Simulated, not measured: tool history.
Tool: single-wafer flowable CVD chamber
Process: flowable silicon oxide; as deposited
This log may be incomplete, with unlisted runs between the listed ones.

run,hour,heater temperature setpoint (deg C),chamber pressure (Pa),RF power (W),deposition time (s),mean film thickness on the monitor wafer (Å)
1,0,95,118.1,1590,328,2483.7
2,2.8,95,118.1,1685,328,2518.9
3,6,95,129.6,1685,328,2677
4,11.5,95,129.6,1580,328,2643
5,16.6,95,129.6,1455,328,2602.7
6,21.1,95,129.6,1455,339,2676.5
7,26.9,97,129.5,1455,339,2490.1
8,31.5,98,129.3,1455,339,2395.2
9,39.3,99,129.2,1455,339,2316.4

Run 10 has not been measured yet. What should we expect?
10,47.6,100,129.2,1455,339,?

mean film thickness on the monitor wafer (Å): 2260.1
